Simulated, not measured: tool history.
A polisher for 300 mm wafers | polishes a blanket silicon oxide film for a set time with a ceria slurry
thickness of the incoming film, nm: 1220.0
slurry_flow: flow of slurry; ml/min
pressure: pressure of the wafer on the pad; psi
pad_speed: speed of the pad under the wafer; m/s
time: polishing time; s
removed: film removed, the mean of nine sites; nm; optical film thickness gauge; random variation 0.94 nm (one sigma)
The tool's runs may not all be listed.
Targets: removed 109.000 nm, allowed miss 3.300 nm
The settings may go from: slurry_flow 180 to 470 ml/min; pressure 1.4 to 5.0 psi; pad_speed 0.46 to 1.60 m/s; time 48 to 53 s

run,hour,slurry_flow,pressure,pad_speed,time,removed
1,0.0,300,3.2,1.02,53,197.940
2,3.9,300,2.8,1.02,53,175.030
3,5.0,300,3.5,1.02,53,213.310
4,7.2,300,3.1,1.00,53,188.960
5,11.8,300,3.1,0.88,53,173.160
6,19.4,300,3.1,0.64,53,143.050
7,28.0,300,2.9,0.64,53,134.360
8,29.4,300,2.8,0.64,53,129.340
9,32.5,300,2.7,0.64,53,125.950
10,37.7,300,2.6,0.64,53,121.400
11,41.2,295,2.2,0.64,53,104.250
12,42.9,300,2.2,0.64,53,105.060

Which of these 5 next moves meets every target?
A,44.6,285,2.2,0.64,53,?
B,44.6,300,2.0,0.72,52,?
C,44.6,300,2.3,0.72,49,?
D,44.6,300,1.6,1.04,51,?
E,44.6,295,2.2,0.58,52,?

move,removed
A,103.730
B,100.310
C,107.370
D,101.460
E,96.816
A: further off than the last run
B: further off than the last run
C: meets every target
D: further off than the last run
E: further off than the last run
The right move is C.
